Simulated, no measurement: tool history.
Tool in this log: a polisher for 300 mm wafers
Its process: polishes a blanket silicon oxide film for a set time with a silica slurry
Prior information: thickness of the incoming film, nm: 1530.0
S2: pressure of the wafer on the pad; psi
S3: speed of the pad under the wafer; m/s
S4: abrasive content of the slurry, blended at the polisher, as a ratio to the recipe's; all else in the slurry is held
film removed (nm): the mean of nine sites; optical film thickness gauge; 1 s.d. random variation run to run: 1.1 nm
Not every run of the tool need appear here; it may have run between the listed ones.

run 1 hour=0.0 | flow_of_slurry_(ml/min)=185 S2=4.0 S3=1.36 S4=1.00 polishing_time_(s)=52 | film_removed_(nm)=216.47
run 2 hour=7.9 | flow_of_slurry_(ml/min)=175 S2=3.8 S3=1.36 S4=1.00 polishing_time_(s)=52 | film_removed_(nm)=205.02
run 3 hour=11.6 | flow_of_slurry_(ml/min)=175 S2=3.8 S3=1.36 S4=1.00 polishing_time_(s)=52 | film_removed_(nm)=204.28
run 4 hour=14.8 | flow_of_slurry_(ml/min)=170 S2=3.6 S3=1.36 S4=1.00 polishing_time_(s)=52 | film_removed_(nm)=191.97
run 5 hour=16.5 | flow_of_slurry_(ml/min)=170 S2=3.6 S3=1.36 S4=0.85 polishing_time_(s)=52 | film_removed_(nm)=181.56
run 6 hour=23.4 | flow_of_slurry_(ml/min)=165 S2=3.6 S3=1.36 S4=0.85 polishing_time_(s)=52 | film_removed_(nm)=179.71

Run 7 is up next; what results do you expect?
run 7 hour=25.6 | flow_of_slurry_(ml/min)=155 S2=3.6 S3=1.36 S4=0.85 polishing_time_(s)=52 | film_removed_(nm)=?

{"run 7": {"film removed (nm)": 179.9}}
